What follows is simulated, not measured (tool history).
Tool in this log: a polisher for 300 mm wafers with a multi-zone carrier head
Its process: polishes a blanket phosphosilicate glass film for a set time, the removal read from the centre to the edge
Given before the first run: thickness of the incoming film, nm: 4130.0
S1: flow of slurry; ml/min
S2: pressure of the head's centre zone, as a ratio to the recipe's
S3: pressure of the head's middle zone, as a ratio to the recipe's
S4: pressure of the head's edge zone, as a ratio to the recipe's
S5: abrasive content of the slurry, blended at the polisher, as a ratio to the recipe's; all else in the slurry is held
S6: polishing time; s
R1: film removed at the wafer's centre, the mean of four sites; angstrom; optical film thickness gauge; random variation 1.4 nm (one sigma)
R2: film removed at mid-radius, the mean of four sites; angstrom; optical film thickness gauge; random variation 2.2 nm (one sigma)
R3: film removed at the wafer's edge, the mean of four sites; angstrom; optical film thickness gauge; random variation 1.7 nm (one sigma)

run,hour,S1,S2,S3,S4,S5,S6,R1,R2,R3
1,0,280,1,1,1,1,67,3834,3752.8,3882.5
2,3.1,280,1,1,1,0.9,67,3710,3660.3,3703.6
3,4.6,265,1,0.94,1.01,0.75,57,2954.4,2786.7,2922.2
4,5.1,265,1,0.94,1.01,0.75,46,2353.2,2236.9,2379.4
5,12.8,265,1,0.94,1.01,0.85,46,2445.9,2391.9,2456.9
6,16.6,265,1,0.94,1.01,0.85,54,2883.6,2760.4,2920.9
7,21.2,265,1.01,0.9,1.03,0.75,48,2464.7,2251,2544.6
8,25.8,270,1.01,0.88,1.02,0.65,45,2205.3,1943.1,2212.1
9,29.8,270,1,0.86,1,0.6,45,2149.1,1876.3,2125.1

What does the tool deliver on the next run?
10,36.4,270,0.99,0.85,1,0.55,44,?,?,?

R1: 1988.6 angstrom
R2: 1771.1 angstrom
R3: 2018.2 angstrom
